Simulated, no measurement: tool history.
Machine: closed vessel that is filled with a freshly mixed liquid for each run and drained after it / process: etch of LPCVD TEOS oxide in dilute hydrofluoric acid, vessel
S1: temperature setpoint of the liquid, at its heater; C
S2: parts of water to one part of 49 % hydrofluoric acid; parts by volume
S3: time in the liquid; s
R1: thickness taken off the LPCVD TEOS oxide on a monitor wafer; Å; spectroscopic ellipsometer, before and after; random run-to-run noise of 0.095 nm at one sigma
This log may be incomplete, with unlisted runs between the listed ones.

{"run": 1, "hour": 0.0, "S1": 23.0, "S2": 155, "S3": 365, "R1": 423.35}
{"run": 2, "hour": 5.7, "S1": 21.5, "S2": 160, "S3": 365, "R1": 384.78}
{"run": 3, "hour": 7.2, "S1": 21.5, "S2": 160, "S3": 365, "R1": 385.77}
{"run": 4, "hour": 11.7, "S1": 20.0, "S2": 160, "S3": 365, "R1": 364.73}
{"run": 5, "hour": 14.3, "S1": 20.0, "S2": 160, "S3": 395, "R1": 394.58}
{"run": 6, "hour": 21.6, "S1": 17.5, "S2": 160, "S3": 395, "R1": 356.35}

Run 7, settings as shown, results not yet in. Your forecast:
{"run": 7, "hour": 27.8, "S1": 17.5, "S2": 165, "S3": 395, "R1": "?"}

Run 7 produced R1 345.01 Å.
